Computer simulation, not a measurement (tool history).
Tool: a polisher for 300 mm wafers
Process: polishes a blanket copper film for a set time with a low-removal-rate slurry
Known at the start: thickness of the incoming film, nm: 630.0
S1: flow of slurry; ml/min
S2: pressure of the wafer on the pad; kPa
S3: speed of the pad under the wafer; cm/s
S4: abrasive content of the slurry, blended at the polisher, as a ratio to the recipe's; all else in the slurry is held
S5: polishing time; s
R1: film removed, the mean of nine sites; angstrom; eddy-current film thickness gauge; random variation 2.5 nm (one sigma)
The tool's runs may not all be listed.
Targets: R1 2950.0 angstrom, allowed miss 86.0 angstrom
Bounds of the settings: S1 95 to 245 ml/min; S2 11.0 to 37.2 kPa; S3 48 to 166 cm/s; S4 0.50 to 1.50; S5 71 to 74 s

run,hour,S1,S2,S3,S4,S5,R1
1,0.0,155,24.1,106,1.00,71,2187.0
2,8.2,120,24.1,106,1.00,71,2128.1
3,12.2,125,26.2,106,1.00,71,2296.5
4,20.1,125,29.0,106,1.00,71,2523.6
5,23.7,125,35.2,106,1.00,71,3052.1
6,31.3,145,35.2,106,1.00,71,3133.8
7,38.6,140,34.5,106,1.00,71,3079.0
8,45.4,135,34.5,106,1.00,71,3041.9

Which of these 4 next moves meets every target?
A,52.2,130,34.5,102,0.95,73,?
B,52.2,100,33.1,106,0.80,74,?
C,52.2,155,29.6,104,1.00,73,?
D,52.2,130,35.9,104,0.85,74,?

move,R1
A,2939.9
B,2709.0
C,2684.3
D,3078.0
A: meets every target
B: takes the result that was furthest off past its target
C: takes the result that was furthest off past its target
D: further off than the last run
Move A is the one to make.

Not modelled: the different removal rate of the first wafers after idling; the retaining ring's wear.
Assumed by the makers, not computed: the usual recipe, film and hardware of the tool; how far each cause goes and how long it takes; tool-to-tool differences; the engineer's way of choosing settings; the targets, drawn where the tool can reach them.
